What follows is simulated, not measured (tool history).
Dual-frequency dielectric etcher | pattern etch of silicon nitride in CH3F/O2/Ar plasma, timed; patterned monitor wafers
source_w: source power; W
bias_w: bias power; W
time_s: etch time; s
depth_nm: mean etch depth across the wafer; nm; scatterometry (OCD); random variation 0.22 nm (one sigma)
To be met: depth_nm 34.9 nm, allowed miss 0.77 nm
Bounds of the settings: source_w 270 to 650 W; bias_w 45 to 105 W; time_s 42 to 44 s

| run | day | source_w | bias_w | time_s | depth_nm |
|---|---|---|---|---|---|
| 1 | 0 | 460 | 75 | 42 | 31.015 |
| 2 | 0.125 | 460 | 68 | 42 | 29.901 |
| 3 | 0.192 | 410 | 68 | 42 | 28.429 |
| 4 | 0.229 | 350 | 68 | 42 | 26.484 |
| 5 | 0.292 | 350 | 68 | 44 | 27.754 |
| 6 | 0.583 | 350 | 75 | 44 | 29.023 |
| 7 | 0.725 | 390 | 76 | 44 | 30.372 |
| 8 | 0.838 | 420 | 77 | 44 | 31.687 |
| 9 | 0.921 | 440 | 78 | 44 | 32.603 |

Below are 5 possible settings for the next run. Only one of them brings all results inside the allowed miss of their targets. Which is it?
| A | 1.004 | 500 | 80 | 44 | ? |
| B | 1.004 | 540 | 90 | 43 | ? |
| C | 1.004 | 520 | 94 | 43.5 | ? |
| D | 1.004 | 590 | 75 | 44 | ? |
| E | 1.004 | 560 | 95 | 42 | ? |

| move | depth_nm |
|---|---|
| A | 34.739 |
| B | 36.625 |
| C | 37.051 |
| D | 36.446 |
| E | 37.058 |
A: every result lands within tolerance
B: takes the result that was furthest off past its target
C: takes the result that was furthest off past its target
D: takes the result that was furthest off past its target
E: takes the result that was furthest off past its target
Go with A: it meets all targets.
